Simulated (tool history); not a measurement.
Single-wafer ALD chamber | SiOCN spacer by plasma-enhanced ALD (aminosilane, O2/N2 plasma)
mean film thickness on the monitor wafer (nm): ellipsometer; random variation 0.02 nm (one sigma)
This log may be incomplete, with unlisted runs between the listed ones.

run	hour	heater temperature setpoint (deg C)	number of ALD cycles (cycles)	mean film thickness on the monitor wafer (nm)
1	0.0	390	66	3.8806
2	0.5	390	69	4.0563
3	1.9	390	62	3.6612
4	10.3	401	62	3.5988
5	18.7	400	65	3.7821
6	20.2	396	65	3.8304
7	22.5	396	65	3.8486
8	26.1	396	67	3.9354
9	30.1	396	69	4.0630
10	37.2	396	70	4.1019
11	42.6	396	71	4.1593

Run 12 comes next. What will it give?
12	47.5	396	72	?

Run 12 came out at mean film thickness on the monitor wafer (nm) 4.2168.

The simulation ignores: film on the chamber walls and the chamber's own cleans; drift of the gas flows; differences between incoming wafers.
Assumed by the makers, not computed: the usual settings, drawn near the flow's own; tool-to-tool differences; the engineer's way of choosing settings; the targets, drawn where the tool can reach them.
